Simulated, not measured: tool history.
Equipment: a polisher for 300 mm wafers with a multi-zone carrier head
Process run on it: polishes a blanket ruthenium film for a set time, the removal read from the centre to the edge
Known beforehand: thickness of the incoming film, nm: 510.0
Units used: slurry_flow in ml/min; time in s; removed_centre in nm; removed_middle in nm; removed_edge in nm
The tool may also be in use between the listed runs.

run  hour  slurry_flow  centre_zone  middle_zone  edge_zone  time  removed_centre  removed_middle  removed_edge
  1     0          120            1            1          1    59          61.888          61.902        59.065
  2     6          110         1.01         0.94       0.99    54          55.281          53.474        54.635
  3  14.9          105         1.04          0.9       0.97    50          53.083          45.797        49.141
  4  16.4           95         1.03         0.87       0.95    49          48.961          43.523        46.225
  5  21.3           75         1.03         0.87       0.95    49          45.666          41.132        44.876
  6  29.8           75         1.03         0.87       1.01    49          45.789          40.816        45.984

What will run 7 give?
  7  37.8           75         1.04         0.86          1    49               ?               ?             ?

removed_centre: 45.745 nm
removed_middle: 40.599 nm
removed_edge: 45.529 nm

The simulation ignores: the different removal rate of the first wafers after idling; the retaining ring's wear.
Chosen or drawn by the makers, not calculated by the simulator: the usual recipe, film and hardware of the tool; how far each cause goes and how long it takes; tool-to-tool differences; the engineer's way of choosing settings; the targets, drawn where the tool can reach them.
